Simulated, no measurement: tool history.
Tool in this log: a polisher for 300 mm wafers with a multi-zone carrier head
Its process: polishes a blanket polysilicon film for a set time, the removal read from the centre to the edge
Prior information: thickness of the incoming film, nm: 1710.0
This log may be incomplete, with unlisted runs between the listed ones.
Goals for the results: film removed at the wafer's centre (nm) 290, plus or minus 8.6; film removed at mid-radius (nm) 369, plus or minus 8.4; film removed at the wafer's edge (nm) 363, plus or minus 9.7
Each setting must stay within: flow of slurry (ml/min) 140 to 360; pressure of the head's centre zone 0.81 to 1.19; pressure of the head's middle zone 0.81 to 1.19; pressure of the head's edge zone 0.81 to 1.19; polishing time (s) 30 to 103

run	hour	flow of slurry (ml/min)	pressure of the head's centre zone	pressure of the head's middle zone	pressure of the head's edge zone	polishing time (s)	film removed at the wafer's centre (nm)	film removed at mid-radius (nm)	film removed at the wafer's edge (nm)
1	0	230	1	1	1	66	290.13	295.23	302.71
2	1.2	240	0.98	1.02	1.03	67	290.85	306.25	310
3	8.1	240	0.91	1.02	1.03	67	273.25	303.7	309.72
4	17.1	240	0.91	0.98	1.03	67	269.98	296.98	309.02
5	18	245	0.9	1.01	1.05	68	278.11	308.09	315.09
6	24.8	245	0.9	1.01	0.98	68	271.55	313.05	307.91
7	33.3	300	0.81	1.11	1.08	75	277.14	375.43	363.26
8	39.3	300	0.82	1.11	1.08	75	279.96	378.33	361.62

Next run, 4 choices. One meets every target within its allowed miss, the rest don't. Which?
A	45.3	270	0.81	1.15	1.04	77	?	?	?
B	45.3	235	0.85	1.09	1.11	76	?	?	?
C	45.3	285	0.82	1.18	1.15	73	?	?	?
D	45.3	300	0.86	1.16	1.07	72	?	?	?

move	film removed at the wafer's centre (nm)	film removed at mid-radius (nm)	film removed at the wafer's edge (nm)
A	283.07	399	359.41
B	288.19	370.54	361.32
C	273.44	388.67	358.05
D	284.5	379.71	343.07
A: brings the last run's worst result on target, with another outside its allowed miss
B: meets every target
C: its largest miss is bigger than the last run's
D: brings the last run's worst result on target, with another outside its allowed miss
So the answer is move B, the one that meets all the targets.
